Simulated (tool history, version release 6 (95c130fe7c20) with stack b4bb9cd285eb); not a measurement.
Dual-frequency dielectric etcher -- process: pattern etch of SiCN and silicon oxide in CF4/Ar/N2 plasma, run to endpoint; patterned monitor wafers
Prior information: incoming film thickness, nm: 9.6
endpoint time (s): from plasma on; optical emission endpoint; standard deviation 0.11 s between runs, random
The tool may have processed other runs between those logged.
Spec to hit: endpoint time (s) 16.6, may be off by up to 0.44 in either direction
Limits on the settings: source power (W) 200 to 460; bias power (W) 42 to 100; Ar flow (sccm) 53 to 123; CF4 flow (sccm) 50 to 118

| run | hour | source power (W) | bias power (W) | Ar flow (sccm) | CF4 flow (sccm) | endpoint time (s) |
|---|---|---|---|---|---|---|
| 1 | 0 | 330 | 71 | 88 | 84 | 14.908 |
| 2 | 5.6 | 370 | 71 | 88 | 84 | 13.609 |
| 3 | 8.4 | 390 | 71 | 88 | 84 | 13.192 |
| 4 | 12.3 | 390 | 71 | 80 | 84 | 13.047 |
| 5 | 13.4 | 390 | 71 | 65 | 84 | 12.625 |
| 6 | 17.8 | 390 | 83 | 65 | 84 | 11.998 |
| 7 | 24.2 | 340 | 81 | 66 | 84 | 13.327 |
| 8 | 28.6 | 340 | 81 | 66 | 84 | 13.407 |
| 9 | 32.2 | 310 | 80 | 67 | 84 | 14.372 |
| 10 | 35.2 | 290 | 79 | 67 | 84 | 15.093 |

4 candidate next runs follow, results not yet known. Just one meets every target within its allowed miss. Identify it.
| A | 38.2 | 330 | 71 | 67 | 89 | ? |
| B | 38.2 | 290 | 69 | 69 | 65 | ? |
| C | 38.2 | 300 | 67 | 73 | 78 | ? |
| D | 38.2 | 360 | 78 | 53 | 65 | ? |

| move | endpoint time (s) |
|---|---|
| A | 14.038 |
| B | 16.579 |
| C | 15.863 |
| D | 13.112 |
A: its largest miss is bigger than the last run's
B: all results land within tolerance of their targets
C: better than the last run, though not everything is in spec
D: its largest miss is bigger than the last run's
Answer: B
